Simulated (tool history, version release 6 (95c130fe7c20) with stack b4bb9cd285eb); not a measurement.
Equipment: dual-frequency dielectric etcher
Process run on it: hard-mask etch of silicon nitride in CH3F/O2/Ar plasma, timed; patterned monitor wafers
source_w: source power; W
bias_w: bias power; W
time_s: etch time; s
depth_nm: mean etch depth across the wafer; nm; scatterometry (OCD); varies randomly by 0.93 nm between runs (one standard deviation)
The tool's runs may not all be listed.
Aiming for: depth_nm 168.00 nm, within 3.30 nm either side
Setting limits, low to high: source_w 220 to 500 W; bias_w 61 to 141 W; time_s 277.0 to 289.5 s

run,hour,source_w,bias_w,time_s,depth_nm
1,0.0,360,101,277.0,217.32
2,1.5,410,101,277.0,225.69
3,9.2,410,91,277.0,211.25
4,11.1,410,91,289.5,219.67
5,11.8,390,88,289.0,212.45
6,13.3,390,95,289.0,223.29
7,14.8,380,91,288.5,217.60
8,18.1,370,87,287.5,208.13
9,21.8,360,84,287.0,200.85
10,23.6,350,82,287.0,197.79
11,24.8,340,80,287.0,191.47
12,28.1,330,79,287.0,190.90
13,31.0,320,78,287.0,184.86

5 next moves are on the table. One of them brings every result within its allowed miss. Which?
A,33.9,220,69,286.5,?
B,33.9,340,64,277.0,?
C,33.9,340,62,282.0,?
D,33.9,320,65,289.5,?
E,33.9,250,80,284.0,?

move,depth_nm
A,156.16
B,159.54
C,158.78
D,165.87
E,175.82
A: moves the result that the last run missed by most past its target, out the other side
B: moves the result that the last run missed by most past its target, out the other side
C: moves the result that the last run missed by most past its target, out the other side
D: all results in spec
E: closes in on the targets versus the last run, not all within tolerance yet
D meets every target.
